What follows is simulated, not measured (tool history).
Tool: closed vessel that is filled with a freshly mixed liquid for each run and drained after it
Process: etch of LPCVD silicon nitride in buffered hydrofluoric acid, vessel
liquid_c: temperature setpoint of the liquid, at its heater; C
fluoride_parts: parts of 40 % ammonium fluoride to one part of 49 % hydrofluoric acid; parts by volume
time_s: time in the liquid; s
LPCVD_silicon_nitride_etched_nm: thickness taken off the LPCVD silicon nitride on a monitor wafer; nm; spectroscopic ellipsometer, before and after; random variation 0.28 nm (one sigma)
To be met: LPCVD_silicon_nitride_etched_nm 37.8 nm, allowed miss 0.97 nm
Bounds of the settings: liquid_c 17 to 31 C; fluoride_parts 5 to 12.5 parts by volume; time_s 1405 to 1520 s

| run | hour | liquid_c | fluoride_parts | time_s | LPCVD_silicon_nitride_etched_nm |
|---|---|---|---|---|---|
| 1 | 0 | 23 | 7.5 | 1405 | 26.184 |
| 2 | 3.1 | 24 | 7.5 | 1405 | 27.706 |
| 3 | 6.6 | 22.5 | 7.5 | 1405 | 25.438 |
| 4 | 9.9 | 23.5 | 7.5 | 1405 | 26.989 |
| 5 | 14.8 | 21 | 7.5 | 1405 | 23.922 |
| 6 | 21.9 | 21 | 6.5 | 1405 | 26.601 |
| 7 | 24.9 | 25 | 6.5 | 1405 | 33.761 |
| 8 | 28.4 | 25.5 | 6.5 | 1405 | 34.672 |
| 9 | 33.5 | 25.5 | 6.5 | 1405 | 34.026 |
| 10 | 39.1 | 26 | 6.5 | 1405 | 35.574 |
| 11 | 46.9 | 26.5 | 6.5 | 1405 | 36.451 |

4 next moves are on the table. One of them brings every result within its allowed miss. Which?
| A | 54.7 | 24.5 | 6.5 | 1460 | ? |
| B | 54.7 | 26.5 | 7 | 1430 | ? |
| C | 54.7 | 29 | 7.5 | 1450 | ? |
| D | 54.7 | 26.5 | 7 | 1410 | ? |

| move | LPCVD_silicon_nitride_etched_nm |
|---|---|
| A | 33.925 |
| B | 34.705 |
| C | 37.308 |
| D | 34.22 |
A: further off than the last run
B: further off than the last run
C: meets every target
D: further off than the last run
The right move is C.

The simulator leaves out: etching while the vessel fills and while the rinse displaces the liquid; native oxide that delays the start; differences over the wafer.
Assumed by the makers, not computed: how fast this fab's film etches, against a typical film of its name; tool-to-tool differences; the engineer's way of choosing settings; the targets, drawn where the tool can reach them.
